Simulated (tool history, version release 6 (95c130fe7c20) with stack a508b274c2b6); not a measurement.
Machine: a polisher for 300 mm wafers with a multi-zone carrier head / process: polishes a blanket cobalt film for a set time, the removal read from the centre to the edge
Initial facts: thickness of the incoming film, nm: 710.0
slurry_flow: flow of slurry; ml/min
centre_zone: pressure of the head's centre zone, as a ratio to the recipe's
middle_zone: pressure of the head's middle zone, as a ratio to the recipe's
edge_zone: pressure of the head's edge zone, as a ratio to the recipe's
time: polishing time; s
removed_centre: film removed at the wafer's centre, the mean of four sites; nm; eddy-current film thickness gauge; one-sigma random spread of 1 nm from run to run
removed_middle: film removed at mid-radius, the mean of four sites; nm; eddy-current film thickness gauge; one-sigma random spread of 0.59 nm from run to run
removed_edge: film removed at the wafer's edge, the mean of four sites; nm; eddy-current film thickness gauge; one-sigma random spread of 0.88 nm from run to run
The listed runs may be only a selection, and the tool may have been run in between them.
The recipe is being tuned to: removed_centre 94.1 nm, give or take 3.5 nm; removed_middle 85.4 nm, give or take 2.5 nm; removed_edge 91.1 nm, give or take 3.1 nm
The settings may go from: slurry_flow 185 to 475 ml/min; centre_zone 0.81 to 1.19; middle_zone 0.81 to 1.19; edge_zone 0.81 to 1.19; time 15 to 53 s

Run 1, day 0: slurry_flow 305 ml/min, centre_zone 1, middle_zone 1, edge_zone 1, time 34 s. Result: removed_centre 74.017 nm, removed_middle 76.364 nm, removed_edge 75.239 nm.
Run 2, day 0.35: slurry_flow 310 ml/min, centre_zone 1.03, middle_zone 1, edge_zone 1.04, time 35 s. Result: removed_centre 78.133 nm, removed_middle 78.222 nm, removed_edge 77.822 nm.
Run 3, day 0.725: slurry_flow 310 ml/min, centre_zone 1.04, middle_zone 0.99, edge_zone 1.06, time 36 s. Result: removed_centre 81.821 nm, removed_middle 79.144 nm, removed_edge 82.636 nm.
Run 4, day 0.775: slurry_flow 315 ml/min, centre_zone 1.06, middle_zone 1, edge_zone 1.08, time 36 s. Result: removed_centre 82.716 nm, removed_middle 80.612 nm, removed_edge 81.5 nm.
Run 5, day 0.954: slurry_flow 315 ml/min, centre_zone 1.06, middle_zone 0.96, edge_zone 1.08, time 36 s. Result: removed_centre 82.356 nm, removed_middle 78.111 nm, removed_edge 81.529 nm.
Run 6, day 1.079: slurry_flow 315 ml/min, centre_zone 1.07, middle_zone 0.96, edge_zone 1.1, time 37 s. Result: removed_centre 85.522 nm, removed_middle 80.873 nm, removed_edge 85.524 nm.
Run 7, day 1.375: slurry_flow 315 ml/min, centre_zone 1.07, middle_zone 0.96, edge_zone 1.1, time 37 s. Result: removed_centre 85.279 nm, removed_middle 79.579 nm, removed_edge 86.311 nm.
Run 8, day 1.504: slurry_flow 320 ml/min, centre_zone 1.08, middle_zone 0.97, edge_zone 1.11, time 37 s. Result: removed_centre 88.509 nm, removed_middle 81.216 nm, removed_edge 86.124 nm.
Run 9, day 1.658: slurry_flow 330 ml/min, centre_zone 1.08, middle_zone 0.98, edge_zone 1.13, time 37 s. Result: removed_centre 86.957 nm, removed_middle 81.815 nm, removed_edge 86.761 nm.
Run 10, day 1.754: slurry_flow 330 ml/min, centre_zone 1.09, middle_zone 0.98, edge_zone 1.14, time 37 s. Result: removed_centre 88.267 nm, removed_middle 82.579 nm, removed_edge 86.074 nm.
Run 11, day 1.838: slurry_flow 330 ml/min, centre_zone 1.09, middle_zone 0.98, edge_zone 1.15, time 37 s. Result: removed_centre 88.731 nm, removed_middle 82.307 nm, removed_edge 87.514 nm.

Consider the 4 candidate settings below. Which is the only one whose results all fall within their allowed miss of target?
Run A, day 1.921: slurry_flow 320 ml/min, centre_zone 1.06, middle_zone 0.98, edge_zone 1.18, time 38 s. Result: removed_centre ?, removed_middle ?, removed_edge ?.
Run B, day 1.921: slurry_flow 295 ml/min, centre_zone 1.13, middle_zone 0.97, edge_zone 1.12, time 39 s. Result: removed_centre ?, removed_middle ?, removed_edge ?.
Run C, day 1.921: slurry_flow 310 ml/min, centre_zone 0.91, middle_zone 1.01, edge_zone 1.18, time 38 s. Result: removed_centre ?, removed_middle ?, removed_edge ?.
Run D, day 1.921: slurry_flow 395 ml/min, centre_zone 1.09, middle_zone 0.81, edge_zone 1.08, time 39 s. Result: removed_centre ?, removed_middle ?, removed_edge ?.

move  removed_centre  removed_middle  removed_edge
   A           87.59           83.26        91.447
   B          94.133          84.002        90.796
   C           76.67          85.195        91.192
   D          93.843          74.318        91.161
A: misses by more than the last run did
B: each result inside its tolerance
C: misses by more than the last run did
D: brings the result that was furthest off to its target, and leaves another outside
The right move is B.
